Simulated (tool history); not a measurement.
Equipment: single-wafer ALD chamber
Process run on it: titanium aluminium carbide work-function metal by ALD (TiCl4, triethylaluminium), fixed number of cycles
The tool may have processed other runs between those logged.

run,hour,heater temperature setpoint (°C),triethylaluminium pulse time (s),mean film thickness on the monitor wafer (angstrom)
1,0.0,305,9.63,20.663
2,4.9,300,8.44,19.841
3,10.2,300,6.29,18.471
4,17.2,300,8.29,20.006
5,20.0,300,5.88,18.022
6,21.9,300,4.63,16.365
7,22.9,296,4.41,15.648
8,29.1,295,4.39,15.564

Run 9 has not been measured yet. What should we expect?
9,37.2,294,4.37,?

{"run 9": {"mean film thickness on the monitor wafer (angstrom)": 15.371}}
